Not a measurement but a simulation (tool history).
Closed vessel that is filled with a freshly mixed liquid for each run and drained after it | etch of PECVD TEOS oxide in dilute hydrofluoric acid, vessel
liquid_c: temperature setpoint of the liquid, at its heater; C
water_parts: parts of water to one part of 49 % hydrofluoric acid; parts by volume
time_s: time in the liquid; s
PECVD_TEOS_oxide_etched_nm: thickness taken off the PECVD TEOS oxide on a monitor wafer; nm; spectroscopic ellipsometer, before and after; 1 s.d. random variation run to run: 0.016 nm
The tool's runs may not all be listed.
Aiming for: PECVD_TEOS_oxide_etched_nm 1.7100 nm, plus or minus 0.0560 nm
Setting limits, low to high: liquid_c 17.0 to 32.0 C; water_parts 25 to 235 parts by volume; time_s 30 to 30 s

{"run": 1, "day": 0.0, "liquid_c": 24.0, "water_parts": 130, "time_s": 30, "PECVD_TEOS_oxide_etched_nm": 2.5109}
{"run": 2, "day": 0.212, "liquid_c": 22.5, "water_parts": 135, "time_s": 30, "PECVD_TEOS_oxide_etched_nm": 2.2461}
{"run": 3, "day": 0.333, "liquid_c": 22.5, "water_parts": 135, "time_s": 30, "PECVD_TEOS_oxide_etched_nm": 2.2471}
{"run": 4, "day": 0.512, "liquid_c": 22.5, "water_parts": 135, "time_s": 30, "PECVD_TEOS_oxide_etched_nm": 2.244}
{"run": 5, "day": 0.746, "liquid_c": 21.0, "water_parts": 135, "time_s": 30, "PECVD_TEOS_oxide_etched_nm": 2.0969}
{"run": 6, "day": 0.912, "liquid_c": 20.0, "water_parts": 135, "time_s": 30, "PECVD_TEOS_oxide_etched_nm": 2.0395}
{"run": 7, "day": 0.946, "liquid_c": 19.5, "water_parts": 135, "time_s": 30, "PECVD_TEOS_oxide_etched_nm": 1.9483}
{"run": 8, "day": 1.175, "liquid_c": 19.0, "water_parts": 135, "time_s": 30, "PECVD_TEOS_oxide_etched_nm": 1.9669}
{"run": 9, "day": 1.342, "liquid_c": 18.5, "water_parts": 135, "time_s": 30, "PECVD_TEOS_oxide_etched_nm": 1.923}
{"run": 10, "day": 1.554, "liquid_c": 18.0, "water_parts": 135, "time_s": 30, "PECVD_TEOS_oxide_etched_nm": 1.8715}

5 next moves are on the table. One of them brings every result within its allowed miss. Which?
{"run": "A", "day": 1.767, "liquid_c": 21.5, "water_parts": 140, "time_s": 30, "PECVD_TEOS_oxide_etched_nm": "?"}
{"run": "B", "day": 1.767, "liquid_c": 19.0, "water_parts": 150, "time_s": 30, "PECVD_TEOS_oxide_etched_nm": "?"}
{"run": "C", "day": 1.767, "liquid_c": 18.5, "water_parts": 120, "time_s": 30, "PECVD_TEOS_oxide_etched_nm": "?"}
{"run": "D", "day": 1.767, "liquid_c": 18.0, "water_parts": 120, "time_s": 30, "PECVD_TEOS_oxide_etched_nm": "?"}
{"run": "E", "day": 1.767, "liquid_c": 17.5, "water_parts": 115, "time_s": 30, "PECVD_TEOS_oxide_etched_nm": "?"}

move=A PECVD_TEOS_oxide_etched_nm=2.0572
move=B PECVD_TEOS_oxide_etched_nm=1.7199
move=C PECVD_TEOS_oxide_etched_nm=2.1727
move=D PECVD_TEOS_oxide_etched_nm=2.1284
move=E PECVD_TEOS_oxide_etched_nm=2.1866
A: the biggest miss grows against the last run
B: hits every target within its allowed miss
C: the biggest miss grows against the last run
D: the biggest miss grows against the last run
E: the biggest miss grows against the last run
Move B is the one to make.
